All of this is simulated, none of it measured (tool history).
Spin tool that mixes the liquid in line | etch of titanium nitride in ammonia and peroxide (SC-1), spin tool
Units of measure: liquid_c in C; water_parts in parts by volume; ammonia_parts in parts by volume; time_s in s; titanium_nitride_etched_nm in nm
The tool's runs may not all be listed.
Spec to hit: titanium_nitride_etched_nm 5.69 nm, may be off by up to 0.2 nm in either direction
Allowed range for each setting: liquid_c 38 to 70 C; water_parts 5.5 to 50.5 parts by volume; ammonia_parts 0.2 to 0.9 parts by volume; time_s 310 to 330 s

run	hour	liquid_c	water_parts	ammonia_parts	time_s	titanium_nitride_etched_nm
1	0	54	28	0.5	310	7.0961
2	1.8	59	28	0.5	310	9.9706
3	2.5	57.5	28	0.5	310	8.8866
4	5.2	63	28	0.5	310	12.838
5	9.9	63	28	0.5	310	12.678
# hour 11.8: new drum of ammonia solution connected
6	11.8	61	28	0.5	310	11.475
7	12.9	59.5	28	0.5	310	10.523
8	20.5	58	28	0.5	310	9.28

Pick the move, out of 5, that brings all results within their allowed miss; only one does.
A	28.1	52	29	0.35	310	?
B	28.1	52	26.5	0.4	310	?
C	28.1	51.5	28.5	0.55	310	?
D	28.1	49	26	0.5	310	?
E	28.1	53	33	0.25	310	?

move	titanium_nitride_etched_nm
A	5.741
B	6.2018
C	6.1075
D	5.3108
E	5.3463
A: every result lands within tolerance
B: nearer the targets than the last run, but a result is still out of spec
C: nearer the targets than the last run, but a result is still out of spec
D: carries the result that was furthest off beyond its target, to the other side
E: carries the result that was furthest off beyond its target, to the other side
A meets every target.

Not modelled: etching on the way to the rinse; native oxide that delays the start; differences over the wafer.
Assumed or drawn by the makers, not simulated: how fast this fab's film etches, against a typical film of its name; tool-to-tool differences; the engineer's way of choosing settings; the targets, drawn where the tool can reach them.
